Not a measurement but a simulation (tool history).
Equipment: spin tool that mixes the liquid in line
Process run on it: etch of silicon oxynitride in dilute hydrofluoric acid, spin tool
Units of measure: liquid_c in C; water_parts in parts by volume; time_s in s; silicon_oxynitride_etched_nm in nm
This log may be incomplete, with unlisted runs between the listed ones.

Run 1, day 0.000: liquid_c 20.0 C, water_parts 185 parts by volume, time_s 315 s. Result: silicon_oxynitride_etched_nm 2.0176 nm.
Run 2, day 0.300: liquid_c 20.0 C, water_parts 220 parts by volume, time_s 315 s. Result: silicon_oxynitride_etched_nm 1.6454 nm.
Run 3, day 0.396: liquid_c 21.0 C, water_parts 195 parts by volume, time_s 320 s. Result: silicon_oxynitride_etched_nm 2.0315 nm.
Run 4, day 0.754: liquid_c 22.5 C, water_parts 195 parts by volume, time_s 320 s. Result: silicon_oxynitride_etched_nm 2.1757 nm.
Run 5, day 1.133: liquid_c 21.5 C, water_parts 195 parts by volume, time_s 320 s. Result: silicon_oxynitride_etched_nm 2.0841 nm.
Run 6, day 1.312: liquid_c 19.0 C, water_parts 195 parts by volume, time_s 320 s. Result: silicon_oxynitride_etched_nm 1.8069 nm.
Run 7, day 1.571: liquid_c 20.0 C, water_parts 175 parts by volume, time_s 325 s. Result: silicon_oxynitride_etched_nm 2.2088 nm.
Run 8, day 1.700: liquid_c 21.0 C, water_parts 160 parts by volume, time_s 325 s. Result: silicon_oxynitride_etched_nm 2.5162 nm.
Run 9, day 1.971: liquid_c 21.5 C, water_parts 150 parts by volume, time_s 325 s. Result: silicon_oxynitride_etched_nm 2.8754 nm.
Run 10, day 2.208: liquid_c 22.5 C, water_parts 145 parts by volume, time_s 325 s. Result: silicon_oxynitride_etched_nm 3.2446 nm.
Run 11, day 2.504: liquid_c 23.0 C, water_parts 140 parts by volume, time_s 325 s. Result: silicon_oxynitride_etched_nm 3.1625 nm.

Run 12 comes next. What will it give?
Run 12, day 2.608: liquid_c 23.5 C, water_parts 85 parts by volume, time_s 335 s. Result: silicon_oxynitride_etched_nm ?.

Run 12 came out at silicon_oxynitride_etched_nm 5.7654 nm.
